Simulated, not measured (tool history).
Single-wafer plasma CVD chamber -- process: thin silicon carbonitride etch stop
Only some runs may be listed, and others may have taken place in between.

| run | day | RF power (kW) | deposition time (s) | mean film thickness on the monitor wafer (Å) |
|---|---|---|---|---|
| 1 | 0 | 0.17 | 20.5 | 110.41 |
| 2 | 0.167 | 0.185 | 20.5 | 111.74 |
| 3 | 0.458 | 0.185 | 18.1 | 99.224 |
| 4 | 0.746 | 0.165 | 18.1 | 96.002 |
| 5 | 0.988 | 0.17 | 19.8 | 106.26 |
| 6 | 1.042 | 0.17 | 17.7 | 94.065 |
| 7 | 1.325 | 0.175 | 19.4 | 104.28 |
| 8 | 1.667 | 0.18 | 20.8 | 113.33 |
| 9 | 1.862 | 0.205 | 24.1 | 135.7 |

The next listed run, before its measurement:
| 10 | 2.188 | 0.205 | 24.5 | ? |

mean film thickness on the monitor wafer (Å): 138.57
